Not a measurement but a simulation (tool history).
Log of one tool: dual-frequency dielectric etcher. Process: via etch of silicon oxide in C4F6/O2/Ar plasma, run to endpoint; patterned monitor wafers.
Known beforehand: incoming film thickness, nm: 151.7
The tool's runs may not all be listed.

| run | hour | bias power (W) | source power (W) | Ar flow (sccm) | endpoint time (s) |
|---|---|---|---|---|---|
| 1 | 0.0 | 548 | 320 | 228 | 32.522 |
| 2 | 6.9 | 508 | 310 | 229 | 34.453 |
| 3 | 15.6 | 508 | 310 | 243 | 33.904 |
| 4 | 19.3 | 508 | 330 | 243 | 33.657 |
| 5 | 26.3 | 508 | 330 | 227 | 32.853 |
| 6 | 32.1 | 508 | 330 | 200 | 32.603 |
| 7 | 34.0 | 470 | 320 | 201 | 33.980 |
| 8 | 40.3 | 444 | 320 | 202 | 34.744 |
| 9 | 45.7 | 425 | 320 | 203 | 34.489 |
| 10 | 50.5 | 359 | 270 | 211 | 39.045 |

Run 11, settings as shown, results not yet in. Your forecast:
| 11 | 52.0 | 376 | 270 | 210 | ? |

Run 11 gave endpoint time (s) 38.811.
